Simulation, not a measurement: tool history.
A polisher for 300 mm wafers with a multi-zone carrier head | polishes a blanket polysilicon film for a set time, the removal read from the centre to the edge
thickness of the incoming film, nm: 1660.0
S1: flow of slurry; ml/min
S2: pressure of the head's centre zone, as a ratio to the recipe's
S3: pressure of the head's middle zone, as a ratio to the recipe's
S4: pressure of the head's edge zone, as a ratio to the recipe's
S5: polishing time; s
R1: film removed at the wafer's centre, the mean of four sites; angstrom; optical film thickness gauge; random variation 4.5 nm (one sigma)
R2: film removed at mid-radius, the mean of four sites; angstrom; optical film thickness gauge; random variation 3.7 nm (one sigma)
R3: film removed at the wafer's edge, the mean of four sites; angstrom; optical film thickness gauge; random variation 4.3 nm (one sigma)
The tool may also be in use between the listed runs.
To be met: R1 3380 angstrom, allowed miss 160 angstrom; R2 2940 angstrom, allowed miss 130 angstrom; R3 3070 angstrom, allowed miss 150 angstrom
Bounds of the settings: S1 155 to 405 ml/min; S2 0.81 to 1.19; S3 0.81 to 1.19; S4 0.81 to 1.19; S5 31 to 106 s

run    day   S1    S2    S3    S4  S5      R1      R2      R3
  1      0  260     1     1     1  68  4024.8  4127.3    4080
  2   0.35  260  0.95     1     1  68  3896.9  4109.3  4236.1
  3  0.496  260  0.95     1  1.06  68  4026.3  4249.5  4076.1
  4  0.596  260  0.96  0.98  1.06  66  3816.2  3987.9  4079.8
  5  0.771  260  0.99  0.98  1.06  64  3878.3  3924.1  3988.4
  6  0.796  260  0.99  0.98  1.02  64    3875  3875.3  3804.3
  7  1.017  260  0.99  0.96  1.01  63  3790.4  3753.7  3835.1
  8  1.304  260     1  0.95  1.01  61  3608.5  3584.1  3741.8
  9  1.367  260  1.02  0.95  1.01  59  3630.3  3490.5  3625.6
 10  1.704  260  1.03  0.95  1.01  58    3575  3413.4  3537.3
 11  1.971  260  1.04  0.95  1.01  57    3529  3347.1  3525.6
 12  2.225  260  1.06  0.95     1  56  3509.4  3267.9  3329.7
 13  2.462  260  1.07  0.95     1  56  3618.2  3236.6  3335.7
 14  2.488  260  1.07  0.95     1  55  3512.4  3311.5  3346.3
 15   2.65  260  1.08  0.94     1  54  3400.3  3129.8  3246.6

Which of these 5 next moves meets every target?
  A  2.812  185  0.97  0.97  1.01  58   ?   ?   ?
  B  2.812  275  1.13  0.92  0.99  50   ?   ?   ?
  C  2.812  230  1.18  1.17  0.97  48   ?   ?   ?
  D  2.812  230  1.07  1.06  0.99  54   ?   ?   ?
  E  2.812  255  1.15   1.1  1.01  53   ?   ?   ?

move      R1      R2      R3
   A    3225    3374    3369
   B  3284.3  2980.8  3004.7
   C  3171.5  3264.1  2801.1
   D  3334.9  3442.1  3185.6
   E  3491.7  3507.6  3188.1
A: further off than the last run
B: meets every target
C: further off than the last run
D: further off than the last run
E: further off than the last run
Move B is the one to make.
